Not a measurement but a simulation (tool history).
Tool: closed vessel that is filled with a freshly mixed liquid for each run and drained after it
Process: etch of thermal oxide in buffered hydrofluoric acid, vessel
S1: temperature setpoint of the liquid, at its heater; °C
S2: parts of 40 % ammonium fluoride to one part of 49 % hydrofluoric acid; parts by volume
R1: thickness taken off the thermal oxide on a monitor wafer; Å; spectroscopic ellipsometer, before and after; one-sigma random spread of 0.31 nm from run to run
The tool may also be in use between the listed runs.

Run 1, hour 0: S1 22 °C, S2 23.5 parts by volume, time in the liquid (s) 30. Result: R1 151.54 Å.
Run 2, hour 8.7: S1 24.5 °C, S2 19 parts by volume, time in the liquid (s) 30. Result: R1 204.25 Å.
Run 3, hour 10.1: S1 26 °C, S2 17 parts by volume, time in the liquid (s) 30. Result: R1 243.8 Å.
Run 4, hour 19.1: S1 26 °C, S2 17 parts by volume, time in the liquid (s) 30. Result: R1 249.05 Å.
Run 5, hour 24.3: S1 27.5 °C, S2 16.5 parts by volume, time in the liquid (s) 30. Result: R1 278.19 Å.
Run 6, hour 31: S1 28.5 °C, S2 16 parts by volume, time in the liquid (s) 30. Result: R1 298.84 Å.

Run 7, settings as shown, results not yet in. Your forecast:
Run 7, hour 34.8: S1 30 °C, S2 13 parts by volume, time in the liquid (s) 30. Result: R1 ?.

{"run 7": {"R1": 394.82}}
